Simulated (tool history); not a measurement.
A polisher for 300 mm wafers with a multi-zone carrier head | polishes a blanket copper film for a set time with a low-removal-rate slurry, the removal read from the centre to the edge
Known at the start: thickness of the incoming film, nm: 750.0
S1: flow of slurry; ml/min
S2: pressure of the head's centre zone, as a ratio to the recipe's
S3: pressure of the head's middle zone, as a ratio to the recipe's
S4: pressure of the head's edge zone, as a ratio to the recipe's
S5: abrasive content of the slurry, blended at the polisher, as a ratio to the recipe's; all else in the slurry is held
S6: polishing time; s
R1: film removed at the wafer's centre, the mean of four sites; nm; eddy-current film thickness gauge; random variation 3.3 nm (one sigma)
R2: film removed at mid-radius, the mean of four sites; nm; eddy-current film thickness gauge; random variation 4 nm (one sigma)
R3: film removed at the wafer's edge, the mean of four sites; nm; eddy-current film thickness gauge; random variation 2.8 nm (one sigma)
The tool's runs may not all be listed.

run 1 hour=0.0 | S1=145 S2=1.00 S3=1.00 S4=1.00 S5=1.00 S6=54 | R1=241.69 R2=240.59 R3=238.55
run 2 hour=3.4 | S1=145 S2=1.00 S3=1.00 S4=1.00 S5=0.90 S6=54 | R1=237.00 R2=240.28 R3=226.97
run 3 hour=9.3 | S1=150 S2=1.01 S3=1.02 S4=1.00 S5=0.95 S6=55 | R1=249.84 R2=246.01 R3=240.53
run 4 hour=14.4 | S1=150 S2=1.01 S3=1.04 S4=0.98 S5=1.00 S6=56 | R1=258.89 R2=263.29 R3=245.52
run 5 hour=20.9 | S1=165 S2=1.01 S3=1.04 S4=0.98 S5=1.00 S6=56 | R1=264.12 R2=268.33 R3=245.90
run 6 hour=26.1 | S1=165 S2=1.01 S3=1.05 S4=0.99 S5=1.05 S6=57 | R1=271.67 R2=280.21 R3=258.66
run 7 hour=31.9 | S1=165 S2=1.01 S3=1.05 S4=0.99 S5=1.05 S6=57 | R1=269.43 R2=280.05 R3=256.78
run 8 hour=39.6 | S1=165 S2=1.02 S3=1.06 S4=1.01 S5=1.10 S6=57 | R1=275.40 R2=280.88 R3=265.21
run 9 hour=41.6 | S1=170 S2=1.03 S3=1.07 S4=1.02 S5=1.15 S6=57 | R1=291.89 R2=297.80 R3=272.66
run 10 hour=47.5 | S1=170 S2=1.03 S3=1.07 S4=1.04 S5=1.20 S6=57 | R1=285.97 R2=294.73 R3=277.17
run 11 hour=54.6 | S1=210 S2=1.11 S3=1.16 S4=1.14 S5=1.45 S6=62 | R1=365.98 R2=381.72 R3=337.55
run 12 hour=60.8 | S1=210 S2=1.11 S3=1.16 S4=1.14 S5=1.45 S6=62 | R1=371.44 R2=383.75 R3=335.88
run 13 hour=66.9 | S1=210 S2=1.11 S3=1.16 S4=1.14 S5=1.45 S6=62 | R1=370.36 R2=375.12 R3=335.41
run 14 hour=72.0 | S1=210 S2=1.11 S3=1.16 S4=1.14 S5=1.45 S6=62 | R1=366.32 R2=382.85 R3=335.17

The next listed run, before its measurement:
run 15 hour=78.6 | S1=205 S2=1.10 S3=1.15 S4=1.14 S5=1.45 S6=62 | R1=? R2=? R3=?

Run 15 gave R1 359.89 nm, R2 380.61 nm, R3 331.74 nm.

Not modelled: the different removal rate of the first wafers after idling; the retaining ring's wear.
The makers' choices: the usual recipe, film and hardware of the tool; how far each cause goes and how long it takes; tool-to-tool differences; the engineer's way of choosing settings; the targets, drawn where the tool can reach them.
